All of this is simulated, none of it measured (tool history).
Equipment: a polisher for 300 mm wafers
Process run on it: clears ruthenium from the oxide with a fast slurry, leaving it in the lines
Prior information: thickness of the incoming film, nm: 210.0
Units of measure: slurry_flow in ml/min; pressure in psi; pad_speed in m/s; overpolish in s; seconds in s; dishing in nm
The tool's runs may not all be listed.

run 1 hour=0.0 | slurry_flow=185 pressure=3.4 pad_speed=0.92 slurry_solids=1.00 overpolish=20 | seconds=48.427 dishing=35.199
run 2 hour=6.6 | slurry_flow=185 pressure=3.2 pad_speed=0.92 slurry_solids=1.00 overpolish=18 | seconds=52.689 dishing=34.706
run 3 hour=15.4 | slurry_flow=185 pressure=3.2 pad_speed=0.92 slurry_solids=1.00 overpolish=22 | seconds=51.385 dishing=36.833
run 4 hour=18.1 | slurry_flow=185 pressure=3.2 pad_speed=0.92 slurry_solids=0.80 overpolish=22 | seconds=60.590 dishing=35.329
run 5 hour=21.1 | slurry_flow=175 pressure=3.2 pad_speed=0.86 slurry_solids=0.85 overpolish=19 | seconds=63.311 dishing=31.601
run 6 hour=22.6 | slurry_flow=175 pressure=2.9 pad_speed=0.86 slurry_solids=0.85 overpolish=19 | seconds=65.707 dishing=31.728
run 7 hour=30.4 | slurry_flow=165 pressure=2.9 pad_speed=0.82 slurry_solids=0.85 overpolish=17 | seconds=69.437 dishing=29.041
run 8 hour=35.4 | slurry_flow=160 pressure=2.9 pad_speed=0.82 slurry_solids=0.85 overpolish=15 | seconds=70.283 dishing=26.601
run 9 hour=43.8 | slurry_flow=150 pressure=2.9 pad_speed=0.82 slurry_solids=0.85 overpolish=6 | seconds=71.690 dishing=14.331
run 10 hour=52.0 | slurry_flow=185 pressure=2.9 pad_speed=0.82 slurry_solids=0.85 overpolish=13 | seconds=67.913 dishing=24.801
run 11 hour=58.4 | slurry_flow=185 pressure=2.9 pad_speed=0.82 slurry_solids=0.85 overpolish=13 | seconds=68.977 dishing=25.071

Run 12 is up next; what results do you expect?
run 12 hour=65.6 | slurry_flow=180 pressure=2.9 pad_speed=0.82 slurry_solids=0.85 overpolish=13 | seconds=? dishing=?

seconds: 68.589 s
dishing: 24.716 nm
